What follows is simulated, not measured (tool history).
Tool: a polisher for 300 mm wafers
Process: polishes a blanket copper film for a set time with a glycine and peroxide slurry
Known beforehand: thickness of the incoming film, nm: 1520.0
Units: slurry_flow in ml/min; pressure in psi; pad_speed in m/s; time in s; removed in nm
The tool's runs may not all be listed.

| run | hour | slurry_flow | pressure | pad_speed | time | removed |
|---|---|---|---|---|---|---|
| 1 | 0 | 280 | 2.1 | 1.1 | 66 | 350.3 |
| 2 | 8.4 | 280 | 2 | 1.1 | 66 | 336.35 |
| 3 | 11.3 | 280 | 1.9 | 1.1 | 66 | 327.4 |
| 4 | 16.4 | 280 | 1.8 | 1.1 | 66 | 309.56 |
| 5 | 23.4 | 280 | 1.8 | 1.28 | 66 | 350.29 |
| 6 | 29.3 | 280 | 2.2 | 1.28 | 66 | 415.29 |
| 7 | 31.7 | 280 | 2.1 | 1.28 | 66 | 391.25 |
| 8 | 34.9 | 280 | 2 | 1.28 | 66 | 379.32 |
| 9 | 40.1 | 280 | 1.9 | 1.28 | 66 | 367.83 |

Expected results for the next run?
| 10 | 42 | 280 | 1.8 | 1.28 | 66 | ? |

removed: 353.84 nm

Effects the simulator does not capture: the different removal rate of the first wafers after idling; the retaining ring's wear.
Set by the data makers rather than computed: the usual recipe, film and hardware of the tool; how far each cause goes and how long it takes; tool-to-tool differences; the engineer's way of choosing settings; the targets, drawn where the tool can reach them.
